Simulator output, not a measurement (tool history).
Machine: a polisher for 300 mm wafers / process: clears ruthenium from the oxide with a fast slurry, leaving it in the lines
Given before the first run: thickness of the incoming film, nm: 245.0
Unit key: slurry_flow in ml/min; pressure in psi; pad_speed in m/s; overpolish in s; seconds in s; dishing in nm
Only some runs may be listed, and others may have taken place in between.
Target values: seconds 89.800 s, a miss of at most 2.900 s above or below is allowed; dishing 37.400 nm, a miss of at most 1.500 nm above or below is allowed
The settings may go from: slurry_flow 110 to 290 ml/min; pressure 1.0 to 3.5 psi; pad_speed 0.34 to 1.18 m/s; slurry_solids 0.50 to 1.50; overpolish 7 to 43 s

| run | hour | slurry_flow | pressure | pad_speed | slurry_solids | overpolish | seconds | dishing |
|---|---|---|---|---|---|---|---|---|
| 1 | 0.0 | 185 | 2.2 | 0.76 | 1.00 | 22 | 114.360 | 39.598 |
| 2 | 6.6 | 185 | 1.9 | 0.76 | 1.00 | 22 | 130.270 | 34.621 |
| 3 | 13.4 | 185 | 1.9 | 0.88 | 1.00 | 22 | 117.670 | 39.328 |
| 4 | 17.9 | 190 | 2.0 | 0.88 | 1.00 | 21 | 109.890 | 38.909 |
| 5 | 24.3 | 190 | 2.0 | 0.88 | 0.85 | 21 | 129.920 | 34.524 |
| 6 | 27.3 | 195 | 2.1 | 0.88 | 0.85 | 20 | 121.660 | 33.625 |
| 7 | 35.9 | 200 | 2.2 | 0.88 | 0.85 | 20 | 118.260 | 35.916 |
| 8 | 41.8 | 200 | 2.3 | 0.88 | 0.85 | 19 | 111.370 | 35.661 |
| 9 | 43.2 | 200 | 2.4 | 0.88 | 0.85 | 19 | 106.990 | 37.322 |
| 10 | 48.1 | 200 | 2.5 | 0.88 | 0.85 | 19 | 103.250 | 38.833 |
| 11 | 51.3 | 200 | 2.5 | 0.88 | 0.85 | 18 | 103.490 | 37.131 |
| 12 | 59.7 | 205 | 2.7 | 0.88 | 0.85 | 16 | 96.873 | 35.014 |
|  | 65.2 | slurry blender recalibrated |
| 13 | 65.2 | 210 | 2.9 | 0.88 | 0.85 | 16 | 68.771 | 48.997 |
| 14 | 67.1 | 160 | 2.9 | 0.88 | 0.85 | 16 | 69.572 | 47.180 |
| 15 | 69.2 | 175 | 2.9 | 0.88 | 0.85 | 16 | 70.111 | 47.487 |
| 16 | 75.6 | 175 | 2.3 | 0.88 | 0.85 | 16 | 85.043 | 38.730 |
| 17 | 78.4 | 180 | 2.3 | 0.88 | 0.85 | 16 | 85.734 | 38.811 |
| 18 | 82.1 | 185 | 2.3 | 0.88 | 0.85 | 16 | 85.503 | 38.478 |
| 19 | 88.4 | 190 | 2.3 | 0.88 | 0.85 | 16 | 86.320 | 39.330 |
| 20 | 93.4 | 195 | 2.3 | 0.88 | 0.85 | 16 | 85.872 | 38.715 |
| 21 | 102.2 | 205 | 2.3 | 0.88 | 0.85 | 16 | 84.533 | 39.687 |

Next run, 4 choices. One meets every target within its allowed miss, the rest don't. Which?
| A | 111.0 | 245 | 2.2 | 0.84 | 0.85 | 16 | ? | ? |
| B | 111.0 | 180 | 2.0 | 1.10 | 0.95 | 14 | ? | ? |
| C | 111.0 | 195 | 2.3 | 0.94 | 0.75 | 19 | ? | ? |
| D | 111.0 | 210 | 2.4 | 0.84 | 0.85 | 17 | ? | ? |

| move | seconds | dishing |
|---|---|---|
| A | 90.201 | 37.144 |
| B | 75.641 | 38.630 |
| C | 89.410 | 43.842 |
| D | 84.003 | 41.931 |
A: every result within its allowed miss
B: moves away from the targets compared with the last run
C: meets the target for the result that was furthest off, but another lies outside its allowed miss
D: moves away from the targets compared with the last run
The move that meets every target is A.
